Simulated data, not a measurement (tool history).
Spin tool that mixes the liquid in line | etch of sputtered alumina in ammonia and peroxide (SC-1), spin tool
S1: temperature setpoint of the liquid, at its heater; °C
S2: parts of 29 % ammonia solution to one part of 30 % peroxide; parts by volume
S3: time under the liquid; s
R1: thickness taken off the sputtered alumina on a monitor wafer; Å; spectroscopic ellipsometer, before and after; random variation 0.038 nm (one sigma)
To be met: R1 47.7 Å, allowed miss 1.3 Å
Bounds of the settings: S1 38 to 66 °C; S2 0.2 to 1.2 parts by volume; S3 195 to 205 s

Run 1, day 0: S1 50 °C, S2 0.8 parts by volume, S3 195 s. Result: R1 70.908 Å.
Run 2, day 0.121: S1 53.5 °C, S2 0.8 parts by volume, S3 195 s. Result: R1 86.287 Å.
Run 3, day 0.154: S1 53.5 °C, S2 0.8 parts by volume, S3 205 s. Result: R1 91.074 Å.
Run 4, day 0.292: S1 53.5 °C, S2 0.8 parts by volume, S3 195 s. Result: R1 85.625 Å.
Run 5, day 0.658: S1 53.5 °C, S2 0.8 parts by volume, S3 205 s. Result: R1 90.218 Å.
Run 6, day 0.917: S1 53.5 °C, S2 0.8 parts by volume, S3 195 s. Result: R1 85.926 Å.
Run 7, day 1.112: S1 50 °C, S2 0.8 parts by volume, S3 195 s. Result: R1 70.554 Å.
Run 8, day 1.262: S1 47.5 °C, S2 0.8 parts by volume, S3 195 s. Result: R1 60.871 Å.
Run 9, day 1.496: S1 46 °C, S2 0.8 parts by volume, S3 195 s. Result: R1 55.693 Å.
Run 10, day 1.554: S1 45 °C, S2 0.8 parts by volume, S3 195 s. Result: R1 52.171 Å.
Run 11, day 1.871: S1 44.5 °C, S2 0.8 parts by volume, S3 195 s. Result: R1 51.635 Å.
Run 12, day 2.133: S1 44 °C, S2 0.8 parts by volume, S3 195 s. Result: R1 50.215 Å.
At day 2.283: heated supply line repaired.
Run 13, day 2.283: S1 43.5 °C, S2 0.8 parts by volume, S3 195 s. Result: R1 61.169 Å.
Run 14, day 2.604: S1 42 °C, S2 0.6 parts by volume, S3 195 s. Result: R1 54.684 Å.
Run 15, day 2.867: S1 41 °C, S2 0.6 parts by volume, S3 195 s. Result: R1 51.163 Å.

Which of these 5 next moves meets every target?
Run A, day 3.129: S1 40.5 °C, S2 0.6 parts by volume, S3 200 s. Result: R1 ?.
Run B, day 3.129: S1 38.5 °C, S2 0.7 parts by volume, S3 205 s. Result: R1 ?.
Run C, day 3.129: S1 41.5 °C, S2 0.65 parts by volume, S3 195 s. Result: R1 ?.
Run D, day 3.129: S1 41.5 °C, S2 0.7 parts by volume, S3 195 s. Result: R1 ?.
Run E, day 3.129: S1 42 °C, S2 0.65 parts by volume, S3 205 s. Result: R1 ?.

move      R1
   A   51.18
   B  47.293
   C  53.319
   D  53.698
   E  57.711
A: as far off as the last run
B: meets every target
C: further off than the last run
D: further off than the last run
E: further off than the last run
The right move is B.

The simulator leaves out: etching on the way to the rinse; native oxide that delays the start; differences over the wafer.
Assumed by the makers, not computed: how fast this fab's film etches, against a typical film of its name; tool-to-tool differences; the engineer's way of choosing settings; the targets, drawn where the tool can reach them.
